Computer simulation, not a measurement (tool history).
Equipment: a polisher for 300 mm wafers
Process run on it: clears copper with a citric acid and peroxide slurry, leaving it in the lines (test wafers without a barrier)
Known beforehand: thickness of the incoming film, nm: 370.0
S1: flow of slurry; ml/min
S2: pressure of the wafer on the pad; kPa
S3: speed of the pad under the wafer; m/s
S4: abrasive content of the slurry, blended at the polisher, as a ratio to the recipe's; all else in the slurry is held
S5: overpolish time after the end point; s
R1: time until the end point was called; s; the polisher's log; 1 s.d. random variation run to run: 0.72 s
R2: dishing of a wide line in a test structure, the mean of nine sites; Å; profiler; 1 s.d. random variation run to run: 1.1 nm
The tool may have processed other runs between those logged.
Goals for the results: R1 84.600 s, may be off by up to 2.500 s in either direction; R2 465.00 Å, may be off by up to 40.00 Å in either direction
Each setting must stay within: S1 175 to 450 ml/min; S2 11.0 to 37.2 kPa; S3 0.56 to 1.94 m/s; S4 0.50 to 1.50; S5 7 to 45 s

run	hour	S1	S2	S3	S4	S5	R1	R2
1	0.0	290	24.1	1.24	1.00	23	123.130	489.45
2	2.1	290	24.1	1.46	1.00	23	103.280	542.23
3	10.3	290	24.8	1.46	1.00	21	101.390	528.23
4	11.3	290	25.5	1.46	1.00	19	99.755	497.06
5	20.0	290	25.5	1.46	0.90	19	100.090	492.97
6	24.5	290	26.2	1.46	0.90	18	97.798	483.12
7	26.3	290	26.9	1.46	0.90	17	97.418	467.91
8	30.5	290	27.6	1.46	0.90	16	93.962	444.98
9	32.6	290	28.3	1.46	0.90	16	91.512	450.93
10	40.0	295	29.6	1.46	0.90	16	88.187	460.94

4 candidate next runs follow, results not yet known. Just one meets every target within its allowed miss. Identify it.
A	47.4	280	32.4	1.28	0.95	22	?	?
B	47.4	275	26.9	1.92	0.60	14	?	?
C	47.4	275	31.0	1.50	0.85	20	?	?
D	47.4	335	29.0	1.44	1.20	15	?	?

move	R1	R2
A	92.188	604.36
B	80.373	470.04
C	84.141	601.20
D	85.280	475.23
A: the biggest miss grows against the last run
B: takes the result that was furthest off past its target
C: brings the result that was furthest off to its target, and leaves another outside
D: all results land within tolerance of their targets
Go with D: it meets all targets.
